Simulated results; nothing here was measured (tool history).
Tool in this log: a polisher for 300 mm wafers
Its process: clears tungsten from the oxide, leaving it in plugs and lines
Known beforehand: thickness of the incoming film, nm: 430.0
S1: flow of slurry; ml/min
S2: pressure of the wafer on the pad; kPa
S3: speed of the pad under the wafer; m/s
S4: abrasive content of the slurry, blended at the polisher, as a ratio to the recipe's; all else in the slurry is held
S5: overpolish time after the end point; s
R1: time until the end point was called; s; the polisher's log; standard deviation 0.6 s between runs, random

run  hour   S1    S2    S3   S4  S5      R1
  1     0  235  18.6  1.34    1  24  80.867
  2   5.1  235  19.3  1.34    1  24  76.976
  3   6.9  235  19.3  1.02    1  24  100.41
  4  12.7  235    20  1.02    1  24  95.945
  5  20.9  235    20  0.84    1  24  116.52
  6  29.5  235    20  0.84  1.2  24  112.21

Run 7 has not been measured yet. What should we expect?
  7  33.9  235  21.4  0.84  1.2  24   ?

{"run 7": {"R1": 104.4}}

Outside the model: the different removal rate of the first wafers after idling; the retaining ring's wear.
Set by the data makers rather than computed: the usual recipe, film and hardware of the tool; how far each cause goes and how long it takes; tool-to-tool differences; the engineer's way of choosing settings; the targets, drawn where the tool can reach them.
